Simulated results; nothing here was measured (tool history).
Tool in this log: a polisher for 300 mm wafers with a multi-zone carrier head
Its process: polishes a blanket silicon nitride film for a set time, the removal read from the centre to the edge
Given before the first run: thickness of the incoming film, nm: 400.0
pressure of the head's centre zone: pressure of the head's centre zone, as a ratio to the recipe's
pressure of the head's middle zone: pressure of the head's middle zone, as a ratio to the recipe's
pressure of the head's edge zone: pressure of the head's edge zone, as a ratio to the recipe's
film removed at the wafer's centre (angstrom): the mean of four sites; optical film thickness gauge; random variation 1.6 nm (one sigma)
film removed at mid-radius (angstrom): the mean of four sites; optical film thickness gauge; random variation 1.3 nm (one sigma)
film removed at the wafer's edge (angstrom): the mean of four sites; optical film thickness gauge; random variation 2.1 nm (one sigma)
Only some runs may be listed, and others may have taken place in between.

run,day,flow of slurry (ml/min),pressure of the head's centre zone,pressure of the head's middle zone,pressure of the head's edge zone,polishing time (s),film removed at the wafer's centre (angstrom),film removed at mid-radius (angstrom),film removed at the wafer's edge (angstrom)
1,0,150,1,1,1,60,1660.6,1534.8,1542.9
2,0.346,140,0.95,0.96,1.03,60,1575.1,1456.2,1568.2
3,0.412,140,0.95,0.96,1.1,60,1591.7,1466.3,1607.7
4,0.454,130,0.91,0.94,1.1,59,1487.7,1399.3,1563.7
5,0.504,130,0.99,0.94,1.1,59,1591.5,1396.6,1567.5
6,0.675,130,0.99,0.94,1.1,65,1723.3,1532,1763.8
7,0.954,120,0.94,0.93,1.11,63,1607.1,1442,1626.2

Run 8 has not been measured yet. What should we expect?
8,1.004,130,0.9,0.92,1.13,60,?,?,?

Run 8 produced film removed at the wafer's centre (angstrom) 1484.3, film removed at mid-radius (angstrom) 1399.2, film removed at the wafer's edge (angstrom) 1582.4.

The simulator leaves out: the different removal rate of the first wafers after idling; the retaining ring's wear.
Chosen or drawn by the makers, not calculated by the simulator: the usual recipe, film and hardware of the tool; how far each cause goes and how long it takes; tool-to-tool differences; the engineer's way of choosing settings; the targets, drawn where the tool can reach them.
